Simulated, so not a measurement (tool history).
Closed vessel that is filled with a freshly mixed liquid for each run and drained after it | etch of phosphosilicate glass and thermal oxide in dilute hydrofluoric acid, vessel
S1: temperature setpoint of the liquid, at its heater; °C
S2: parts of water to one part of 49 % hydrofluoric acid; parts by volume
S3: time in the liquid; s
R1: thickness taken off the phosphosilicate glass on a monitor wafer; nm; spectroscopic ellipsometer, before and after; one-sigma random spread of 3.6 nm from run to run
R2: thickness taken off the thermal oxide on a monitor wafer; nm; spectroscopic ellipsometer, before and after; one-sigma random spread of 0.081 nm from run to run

Run 1, hour 0.0: S1 24.0 °C, S2 65 parts by volume, S3 60 s. Result: R1 202.02 nm, R2 4.5524 nm.
Run 2, hour 9.2: S1 26.0 °C, S2 60 parts by volume, S3 60 s. Result: R1 238.84 nm, R2 5.3147 nm.
Run 3, hour 15.5: S1 27.0 °C, S2 55 parts by volume, S3 60 s. Result: R1 273.18 nm, R2 6.0792 nm.
Run 4, hour 18.7: S1 28.0 °C, S2 50 parts by volume, S3 60 s. Result: R1 315.65 nm, R2 7.0335 nm.
Run 5, hour 24.2: S1 29.0 °C, S2 45 parts by volume, S3 60 s. Result: R1 367.78 nm, R2 8.1473 nm.
Run 6, hour 29.0: S1 29.5 °C, S2 45 parts by volume, S3 60 s. Result: R1 371.18 nm, R2 8.4197 nm.

Expected results for the next run?
Run 7, hour 34.6: S1 30.0 °C, S2 45 parts by volume, S3 60 s. Result: R1 ?, R2 ?.

{"run 7": {"R1": 386.02, "R2": 8.5843}}
